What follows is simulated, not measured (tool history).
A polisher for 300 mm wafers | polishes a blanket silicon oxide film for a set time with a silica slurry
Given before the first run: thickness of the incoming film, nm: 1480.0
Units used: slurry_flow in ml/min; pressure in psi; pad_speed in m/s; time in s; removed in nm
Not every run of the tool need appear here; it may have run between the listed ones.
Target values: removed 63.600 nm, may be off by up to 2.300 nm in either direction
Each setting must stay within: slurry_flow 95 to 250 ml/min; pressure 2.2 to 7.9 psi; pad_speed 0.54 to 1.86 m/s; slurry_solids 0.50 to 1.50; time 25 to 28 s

| run | hour | slurry_flow | pressure | pad_speed | slurry_solids | time | removed |
|---|---|---|---|---|---|---|---|
| 1 | 0.0 | 160 | 5.0 | 1.18 | 1.00 | 28 | 98.878 |
| 2 | 1.7 | 160 | 4.6 | 1.18 | 1.00 | 28 | 91.685 |
| 3 | 10.4 | 160 | 5.2 | 1.18 | 1.00 | 28 | 103.930 |
| 4 | 13.0 | 160 | 6.5 | 1.18 | 1.00 | 28 | 129.390 |
| 5 | 21.6 | 180 | 6.5 | 1.18 | 1.00 | 28 | 133.480 |
| 6 | 30.6 | 205 | 6.5 | 1.18 | 1.00 | 28 | 134.860 |
| 7 | 38.2 | 205 | 5.7 | 1.16 | 1.00 | 28 | 117.050 |
| 8 | 44.8 | 200 | 5.0 | 1.16 | 1.00 | 28 | 104.170 |
| 9 | 47.2 | 190 | 4.5 | 1.16 | 1.00 | 28 | 92.244 |

Which one of the following 4 next-run settings gets every result inside its allowed miss? There is exactly one.
| A | 49.6 | 190 | 3.2 | 0.96 | 1.00 | 25 | ? |
| B | 49.6 | 170 | 6.1 | 1.28 | 1.00 | 28 | ? |
| C | 49.6 | 225 | 2.9 | 1.36 | 0.85 | 28 | ? |
| D | 49.6 | 165 | 4.5 | 0.90 | 0.95 | 28 | ? |

| move | removed |
|---|---|
| A | 51.365 |
| B | 130.430 |
| C | 64.302 |
| D | 72.735 |
A: carries the result that was furthest off beyond its target, to the other side
B: lands further from the targets than the last run did
C: meets every target
D: nearer the targets than the last run, but a result is still out of spec
Correct choice: C, which meets every target

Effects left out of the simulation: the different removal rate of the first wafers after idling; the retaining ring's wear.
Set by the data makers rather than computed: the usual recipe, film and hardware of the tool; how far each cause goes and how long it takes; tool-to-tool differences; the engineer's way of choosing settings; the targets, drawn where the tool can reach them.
